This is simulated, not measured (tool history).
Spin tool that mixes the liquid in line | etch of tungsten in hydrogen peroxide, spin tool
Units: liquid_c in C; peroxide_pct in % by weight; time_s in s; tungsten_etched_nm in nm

{"run": 1, "hour": 0.0, "liquid_c": 52, "peroxide_pct": 22, "time_s": 55, "tungsten_etched_nm": 124.9}
{"run": 2, "hour": 7.4, "liquid_c": 54, "peroxide_pct": 22, "time_s": 55, "tungsten_etched_nm": 141.57}
{"run": 3, "hour": 9.7, "liquid_c": 54, "peroxide_pct": 22, "time_s": 55, "tungsten_etched_nm": 141.56}
{"run": 4, "hour": 14.5, "liquid_c": 47, "peroxide_pct": 22, "time_s": 55, "tungsten_etched_nm": 90.883}
{"run": 5, "hour": 15.7, "liquid_c": 50, "peroxide_pct": 22, "time_s": 55, "tungsten_etched_nm": 112.04}
{"run": 6, "hour": 19.3, "liquid_c": 52.5, "peroxide_pct": 22, "time_s": 55, "tungsten_etched_nm": 127.6}
{"run": 7, "hour": 20.4, "liquid_c": 54.5, "peroxide_pct": 22, "time_s": 55, "tungsten_etched_nm": 145.29}

Run 8 comes next. What will it give?
{"run": 8, "hour": 29.4, "liquid_c": 56, "peroxide_pct": 22, "time_s": 55, "tungsten_etched_nm": "?"}

{"run 8": {"tungsten_etched_nm": 158.69}}

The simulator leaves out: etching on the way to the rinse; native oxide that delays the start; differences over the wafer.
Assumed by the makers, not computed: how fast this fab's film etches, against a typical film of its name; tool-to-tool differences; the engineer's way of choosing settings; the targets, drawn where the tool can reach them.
